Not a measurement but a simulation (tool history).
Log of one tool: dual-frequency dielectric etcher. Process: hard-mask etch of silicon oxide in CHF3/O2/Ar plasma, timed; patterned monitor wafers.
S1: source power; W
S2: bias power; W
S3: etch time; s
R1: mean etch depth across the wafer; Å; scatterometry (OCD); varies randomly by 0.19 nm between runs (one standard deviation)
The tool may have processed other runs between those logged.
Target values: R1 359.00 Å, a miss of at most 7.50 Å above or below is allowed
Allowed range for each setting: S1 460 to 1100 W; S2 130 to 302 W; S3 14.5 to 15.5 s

run 1 hour=0.0 | S1=780 S2=216 S3=15.5 | R1=323.21
run 2 hour=6.4 | S1=810 S2=218 S3=15.5 | R1=327.02
run 3 hour=11.5 | S1=830 S2=220 S3=15.5 | R1=327.42
run 4 hour=13.1 | S1=850 S2=225 S3=15.5 | R1=330.56
-- hour=19.7 source power generator calibrated
run 5 hour=19.7 | S1=850 S2=251 S3=15.5 | R1=345.19
run 6 hour=26.6 | S1=860 S2=252 S3=15.5 | R1=341.68
run 7 hour=28.2 | S1=880 S2=254 S3=15.5 | R1=347.53
run 8 hour=32.5 | S1=890 S2=255 S3=15.5 | R1=350.69

Exercise: of the 4 proposed moves below, exactly one satisfies all targets within the stated allowed misses. Which move is it?
run A hour=36.8 | S1=900 S2=277 S3=15.0 | R1=?
run B hour=36.8 | S1=910 S2=264 S3=15.0 | R1=?
run C hour=36.8 | S1=840 S2=260 S3=15.0 | R1=?
run D hour=36.8 | S1=1020 S2=252 S3=15.5 | R1=?

move=A R1=344.03
move=B R1=340.68
move=C R1=333.12
move=D R1=357.65
A: lands further from the targets than the last run did
B: lands further from the targets than the last run did
C: lands further from the targets than the last run did
D: hits every target within its allowed miss
D meets every target.

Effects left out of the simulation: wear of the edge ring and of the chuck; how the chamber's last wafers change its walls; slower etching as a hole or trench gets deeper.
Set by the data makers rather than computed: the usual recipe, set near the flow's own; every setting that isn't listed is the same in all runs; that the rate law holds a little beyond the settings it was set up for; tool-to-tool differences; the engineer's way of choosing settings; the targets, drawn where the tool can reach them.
